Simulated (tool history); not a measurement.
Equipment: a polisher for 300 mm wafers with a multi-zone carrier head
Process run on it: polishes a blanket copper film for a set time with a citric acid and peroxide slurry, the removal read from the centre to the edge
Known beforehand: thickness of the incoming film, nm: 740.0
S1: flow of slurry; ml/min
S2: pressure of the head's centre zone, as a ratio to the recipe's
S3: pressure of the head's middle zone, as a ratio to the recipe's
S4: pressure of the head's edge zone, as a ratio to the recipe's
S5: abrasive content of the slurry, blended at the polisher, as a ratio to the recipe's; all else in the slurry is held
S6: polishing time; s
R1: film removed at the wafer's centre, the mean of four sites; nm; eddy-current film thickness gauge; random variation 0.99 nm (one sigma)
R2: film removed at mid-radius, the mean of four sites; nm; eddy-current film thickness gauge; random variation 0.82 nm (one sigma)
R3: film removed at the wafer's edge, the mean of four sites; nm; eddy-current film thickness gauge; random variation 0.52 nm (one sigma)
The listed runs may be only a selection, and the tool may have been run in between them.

| run | day | S1 | S2 | S3 | S4 | S5 | S6 | R1 | R2 | R3 |
|---|---|---|---|---|---|---|---|---|---|---|
| 1 | 0 | 185 | 1 | 1 | 1 | 1 | 57 | 108.15 | 109.85 | 111.16 |
| 2 | 0.342 | 185 | 1 | 1.04 | 1 | 1 | 57 | 108.34 | 112.08 | 112.75 |
| 3 | 0.65 | 180 | 1.01 | 1.01 | 0.95 | 0.85 | 51 | 94.039 | 95.149 | 94.172 |
| 4 | 0.688 | 180 | 1.01 | 1.01 | 0.92 | 0.85 | 51 | 91.726 | 92.802 | 93.132 |
| 5 | 0.771 | 180 | 1.01 | 1.01 | 0.92 | 0.65 | 51 | 86.775 | 89.15 | 87.436 |
| 6 | 0.871 | 180 | 1.01 | 1.01 | 1 | 0.65 | 51 | 89.353 | 88.974 | 91.075 |
| 7 | 1.133 | 180 | 1.03 | 1.01 | 0.95 | 0.6 | 48 | 81.667 | 82.892 | 82.744 |

Expected results for the next run?
| 8 | 1.225 | 175 | 1.06 | 1.01 | 0.91 | 0.55 | 46 | ? | ? | ? |

R1: 80.01 nm
R2: 76.275 nm
R3: 75.691 nm

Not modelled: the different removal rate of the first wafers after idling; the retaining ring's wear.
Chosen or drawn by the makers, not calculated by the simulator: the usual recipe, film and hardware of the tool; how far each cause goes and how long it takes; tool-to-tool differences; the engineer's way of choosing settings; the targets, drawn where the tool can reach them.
